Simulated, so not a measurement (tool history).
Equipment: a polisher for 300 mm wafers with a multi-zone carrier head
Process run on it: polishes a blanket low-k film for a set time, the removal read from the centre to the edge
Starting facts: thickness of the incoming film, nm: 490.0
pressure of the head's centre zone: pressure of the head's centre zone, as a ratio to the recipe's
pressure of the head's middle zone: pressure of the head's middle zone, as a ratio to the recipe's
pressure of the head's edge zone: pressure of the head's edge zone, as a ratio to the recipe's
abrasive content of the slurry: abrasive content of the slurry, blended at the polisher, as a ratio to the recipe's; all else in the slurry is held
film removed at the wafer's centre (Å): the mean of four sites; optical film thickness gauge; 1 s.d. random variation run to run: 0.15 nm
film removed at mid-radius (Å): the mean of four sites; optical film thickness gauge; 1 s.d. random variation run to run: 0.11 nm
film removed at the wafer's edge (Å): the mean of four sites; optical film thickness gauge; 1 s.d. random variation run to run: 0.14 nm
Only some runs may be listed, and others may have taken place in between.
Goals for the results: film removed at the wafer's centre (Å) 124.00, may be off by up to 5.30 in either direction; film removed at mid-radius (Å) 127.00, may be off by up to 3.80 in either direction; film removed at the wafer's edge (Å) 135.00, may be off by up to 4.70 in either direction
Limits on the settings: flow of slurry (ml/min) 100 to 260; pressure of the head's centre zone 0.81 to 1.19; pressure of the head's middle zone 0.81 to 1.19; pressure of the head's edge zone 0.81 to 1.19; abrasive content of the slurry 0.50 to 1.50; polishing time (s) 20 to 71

run	hour	flow of slurry (ml/min)	pressure of the head's centre zone	pressure of the head's middle zone	pressure of the head's edge zone	abrasive content of the slurry	polishing time (s)	film removed at the wafer's centre (Å)	film removed at mid-radius (Å)	film removed at the wafer's edge (Å)
1	0.0	165	1.00	1.00	1.00	1.00	45	131.66	130.04	126.79
2	0.9	165	0.95	1.00	1.00	1.00	45	122.44	130.56	125.69
3	6.1	165	0.95	1.00	1.00	1.00	50	136.32	143.31	142.45
4	8.1	165	0.95	1.00	0.94	1.00	50	138.26	145.02	134.86
# hour 14.9: worn pad replaced by a new one
5	14.9	165	0.95	1.00	0.94	1.00	58	175.58	186.90	177.51
6	22.6	150	0.95	1.00	0.94	1.00	58	177.51	183.27	174.31
7	29.0	150	0.92	0.96	0.93	0.90	58	158.77	167.95	163.96
8	30.2	145	0.90	0.92	0.92	0.80	58	143.63	147.60	151.85
9	35.9	140	0.88	0.90	0.89	0.80	58	138.43	144.70	149.62
10	38.8	140	0.87	0.88	0.87	0.75	58	132.24	135.15	140.04
11	45.9	135	0.86	0.87	0.86	0.75	58	127.88	137.47	137.54
12	51.7	135	0.86	0.87	0.86	0.75	58	126.11	131.89	138.15
13	56.2	130	0.86	0.86	0.86	0.75	58	127.92	132.68	139.13
14	59.8	130	0.86	0.85	0.85	0.75	58	127.35	132.25	136.14

Below are 4 possible settings for the next run. Only one of them brings all results inside the allowed miss of their targets. Which is it?
A	63.4	125	0.87	0.86	0.88	0.55	71	?	?	?
B	63.4	140	0.85	0.93	0.88	0.95	49	?	?	?
C	63.4	145	0.85	0.87	0.81	0.90	51	?	?	?
D	63.4	100	0.90	0.97	0.81	1.25	45	?	?	?

move	film removed at the wafer's centre (Å)	film removed at mid-radius (Å)	film removed at the wafer's edge (Å)
A	121.67	125.04	132.21
B	124.16	138.85	136.44
C	126.29	133.56	133.51
D	125.82	139.23	130.54
A: every result within its allowed miss
B: misses by more than the last run did
C: misses by more than the last run did
D: misses by more than the last run did
The right move is A.
